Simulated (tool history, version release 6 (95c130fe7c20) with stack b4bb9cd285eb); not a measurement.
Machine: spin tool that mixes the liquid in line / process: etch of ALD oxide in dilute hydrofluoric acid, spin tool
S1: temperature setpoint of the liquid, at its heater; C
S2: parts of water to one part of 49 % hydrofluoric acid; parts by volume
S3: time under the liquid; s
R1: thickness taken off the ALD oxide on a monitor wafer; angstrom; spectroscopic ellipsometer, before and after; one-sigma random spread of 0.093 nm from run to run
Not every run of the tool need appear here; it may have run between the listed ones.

run,hour,S1,S2,S3,R1
1,0.0,26.0,255,155,76.492
2,4.9,29.5,255,155,84.986
3,13.0,29.5,285,155,74.749
4,17.0,31.0,265,155,86.202
5,20.3,32.0,250,155,94.951
6,22.7,32.5,240,155,102.810

For run 7, what comes out?
7,30.2,33.0,235,155,?

R1: 106.070 angstrom
